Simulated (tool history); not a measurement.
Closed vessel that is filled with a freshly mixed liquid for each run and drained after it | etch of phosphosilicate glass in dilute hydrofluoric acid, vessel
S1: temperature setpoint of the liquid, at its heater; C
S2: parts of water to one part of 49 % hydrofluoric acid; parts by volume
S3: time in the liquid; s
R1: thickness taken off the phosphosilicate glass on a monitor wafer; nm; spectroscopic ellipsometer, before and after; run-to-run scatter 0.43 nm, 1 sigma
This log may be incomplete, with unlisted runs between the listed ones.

{"run": 1, "hour": 0.0, "S1": 22.0, "S2": 175, "S3": 155, "R1": 48.511}
{"run": 2, "hour": 6.6, "S1": 22.0, "S2": 205, "S3": 155, "R1": 40.172}
{"run": 3, "hour": 9.8, "S1": 23.0, "S2": 195, "S3": 155, "R1": 44.601}
{"run": 4, "hour": 17.9, "S1": 23.0, "S2": 235, "S3": 155, "R1": 35.502}
{"run": 5, "hour": 23.2, "S1": 25.0, "S2": 235, "S3": 155, "R1": 37.686}
{"run": 6, "hour": 28.9, "S1": 25.5, "S2": 220, "S3": 155, "R1": 42.093}

Forecast run 7:
{"run": 7, "hour": 33.3, "S1": 26.0, "S2": 205, "S3": 155, "R1": "?"}

{"run 7": {"R1": 46.386}}

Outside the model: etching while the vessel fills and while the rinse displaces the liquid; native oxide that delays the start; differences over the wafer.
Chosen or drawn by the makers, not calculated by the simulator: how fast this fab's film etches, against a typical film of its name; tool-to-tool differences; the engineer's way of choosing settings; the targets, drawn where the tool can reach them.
